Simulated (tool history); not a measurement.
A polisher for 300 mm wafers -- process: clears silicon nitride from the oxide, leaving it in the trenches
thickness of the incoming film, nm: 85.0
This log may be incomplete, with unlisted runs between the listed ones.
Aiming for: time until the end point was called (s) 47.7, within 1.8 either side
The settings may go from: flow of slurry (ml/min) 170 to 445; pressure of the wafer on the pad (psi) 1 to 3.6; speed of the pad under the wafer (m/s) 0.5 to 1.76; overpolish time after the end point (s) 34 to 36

| run | day | flow of slurry (ml/min) | pressure of the wafer on the pad (psi) | speed of the pad under the wafer (m/s) | overpolish time after the end point (s) | time until the end point was called (s) |
|---|---|---|---|---|---|---|
| 1 | 0 | 285 | 2.3 | 1.12 | 34 | 85.218 |
| 2 | 0.029 | 285 | 2.3 | 0.92 | 34 | 100.44 |
| 3 | 0.112 | 285 | 2.7 | 1 | 34 | 78.839 |
| 4 | 0.321 | 285 | 3 | 1.04 | 34 | 70.782 |
| 5 | 0.608 | 285 | 3.2 | 1.12 | 34 | 62.372 |
| 6 | 0.742 | 285 | 3.3 | 1.18 | 34 | 56.938 |
| 7 | 0.975 | 285 | 3.4 | 1.22 | 34 | 53.996 |
| 8 | 1.042 | 285 | 3.5 | 1.24 | 34 | 51.539 |

Exercise: of the 4 proposed moves below, exactly one satisfies all targets within the stated allowed misses. Which move is it?
| A | 1.108 | 315 | 3.6 | 1.28 | 35 | ? |
| B | 1.108 | 225 | 3.6 | 1.12 | 34 | ? |
| C | 1.108 | 340 | 3.1 | 1.34 | 34 | ? |
| D | 1.108 | 210 | 3.4 | 1.28 | 34 | ? |

| move | time until the end point was called (s) |
|---|---|
| A | 49.177 |
| B | 57.661 |
| C | 54.229 |
| D | 54.575 |
A: hits every target within its allowed miss
B: lands further from the targets than the last run did
C: lands further from the targets than the last run did
D: lands further from the targets than the last run did
The move that meets every target is A.
